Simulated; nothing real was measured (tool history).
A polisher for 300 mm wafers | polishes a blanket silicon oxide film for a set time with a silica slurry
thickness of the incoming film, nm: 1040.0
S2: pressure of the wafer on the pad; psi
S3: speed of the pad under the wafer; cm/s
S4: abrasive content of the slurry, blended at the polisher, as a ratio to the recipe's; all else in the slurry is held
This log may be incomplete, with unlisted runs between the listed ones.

Run 1, hour 0: flow of slurry (ml/min) 170, S2 4.9 psi, S3 136 cm/s, S4 1, polishing time (s) 63. Result: film removed (nm) 326.2.
Run 2, hour 2.8: flow of slurry (ml/min) 170, S2 4.9 psi, S3 136 cm/s, S4 1, polishing time (s) 63. Result: film removed (nm) 341.47.
Run 3, hour 4.1: flow of slurry (ml/min) 175, S2 5.4 psi, S3 136 cm/s, S4 1, polishing time (s) 63. Result: film removed (nm) 373.95.
Run 4, hour 7.8: flow of slurry (ml/min) 175, S2 4.9 psi, S3 136 cm/s, S4 1, polishing time (s) 63. Result: film removed (nm) 331.49.
Run 5, hour 8.9: flow of slurry (ml/min) 175, S2 5.4 psi, S3 136 cm/s, S4 1, polishing time (s) 63. Result: film removed (nm) 365.18.
Run 6, hour 17.8: flow of slurry (ml/min) 175, S2 5.9 psi, S3 136 cm/s, S4 1, polishing time (s) 63. Result: film removed (nm) 407.65.

For run 7, what comes out?
Run 7, hour 20.3: flow of slurry (ml/min) 175, S2 6.2 psi, S3 136 cm/s, S4 1, polishing time (s) 63. Result: film removed (nm) ?.

Run 7 came out at film removed (nm) 421.08.

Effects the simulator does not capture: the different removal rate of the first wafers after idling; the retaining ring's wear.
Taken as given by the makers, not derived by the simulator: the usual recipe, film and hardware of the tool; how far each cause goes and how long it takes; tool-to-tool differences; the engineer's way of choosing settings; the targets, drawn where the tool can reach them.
